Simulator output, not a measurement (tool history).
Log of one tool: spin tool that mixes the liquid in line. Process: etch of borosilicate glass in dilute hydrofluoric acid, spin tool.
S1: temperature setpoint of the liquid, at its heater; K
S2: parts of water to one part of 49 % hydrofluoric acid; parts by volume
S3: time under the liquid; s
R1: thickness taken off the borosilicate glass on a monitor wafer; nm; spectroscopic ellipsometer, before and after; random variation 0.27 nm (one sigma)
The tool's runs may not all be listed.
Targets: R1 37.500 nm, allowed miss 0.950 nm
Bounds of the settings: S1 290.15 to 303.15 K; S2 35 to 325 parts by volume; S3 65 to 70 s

run 1 hour=0.0 | S1=295.15 S2=180 S3=65 | R1=11.462
run 2 hour=5.7 | S1=297.15 S2=145 S3=65 | R1=15.662
run 3 hour=12.6 | S1=297.15 S2=210 S3=65 | R1=10.086
run 4 hour=17.5 | S1=299.15 S2=210 S3=65 | R1=10.978
run 5 hour=20.9 | S1=299.15 S2=210 S3=70 | R1=11.632
run 6 hour=22.2 | S1=299.15 S2=210 S3=70 | R1=11.706
run 7 hour=23.8 | S1=300.15 S2=165 S3=70 | R1=16.185
run 8 hour=25.7 | S1=301.15 S2=130 S3=70 | R1=22.528
run 9 hour=28.3 | S1=301.65 S2=115 S3=70 | R1=26.172
run 10 hour=31.7 | S1=302.15 S2=105 S3=70 | R1=29.954

Which of these 5 next moves meets every target?
run A hour=35.1 | S1=300.15 S2=115 S3=65 | R1=?
run B hour=35.1 | S1=298.15 S2=75 S3=70 | R1=?
run C hour=35.1 | S1=303.15 S2=95 S3=70 | R1=?
run D hour=35.1 | S1=302.65 S2=80 S3=70 | R1=?
run E hour=35.1 | S1=303.15 S2=85 S3=70 | R1=?

move=A R1=23.115
move=B R1=37.182
move=C R1=34.685
move=D R1=41.293
move=E R1=39.327
A: further off than the last run
B: meets every target
C: nearer than the last run, and not there yet
D: takes the result that was furthest off past its target
E: takes the result that was furthest off past its target
The right move is B.
